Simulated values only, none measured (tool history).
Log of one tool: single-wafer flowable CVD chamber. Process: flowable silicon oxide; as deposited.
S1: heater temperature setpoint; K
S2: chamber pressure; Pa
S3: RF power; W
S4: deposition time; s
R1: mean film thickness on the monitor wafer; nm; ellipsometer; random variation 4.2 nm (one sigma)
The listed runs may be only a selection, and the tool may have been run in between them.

run	day	S1	S2	S3	S4	R1
1	0.000	383.15	147	1770	1046	687.25
2	0.121	379.15	147	1770	1046	772.05
3	0.438	379.15	129	1770	1046	681.61
4	0.600	379.15	129	1550	1046	651.41
5	0.908	379.15	105	1550	1046	528.59
6	0.962	379.15	105	1645	1046	539.43

Run 7 comes next. What will it give?
7	1.071	367.15	120	1660	1047	?

R1: 876.26 nm
